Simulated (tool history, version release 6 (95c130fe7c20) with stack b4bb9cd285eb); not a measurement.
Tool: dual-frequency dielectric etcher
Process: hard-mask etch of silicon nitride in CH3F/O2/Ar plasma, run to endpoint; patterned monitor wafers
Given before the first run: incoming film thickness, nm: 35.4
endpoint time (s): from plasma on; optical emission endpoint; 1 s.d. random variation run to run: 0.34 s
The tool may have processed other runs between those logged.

Run 1, hour 0: source power (kW) 0.35, bias power (kW) 0.065. Result: endpoint time (s) 56.497.
Run 2, hour 1.7: source power (kW) 0.33, bias power (kW) 0.064. Result: endpoint time (s) 58.464.
Run 3, hour 3.8: source power (kW) 0.33, bias power (kW) 0.071. Result: endpoint time (s) 55.334.
Run 4, hour 9: source power (kW) 0.29, bias power (kW) 0.071. Result: endpoint time (s) 57.928.
Run 5, hour 13.8: source power (kW) 0.27, bias power (kW) 0.071. Result: endpoint time (s) 59.347.
Run 6, hour 14.3: source power (kW) 0.26, bias power (kW) 0.07. Result: endpoint time (s) 60.733.
Run 7, hour 20.6: source power (kW) 0.25, bias power (kW) 0.07. Result: endpoint time (s) 61.882.

What will run 8 give?
Run 8, hour 28.4: source power (kW) 0.24, bias power (kW) 0.07. Result: endpoint time (s) ?.

Run 8 produced endpoint time (s) 62.632.
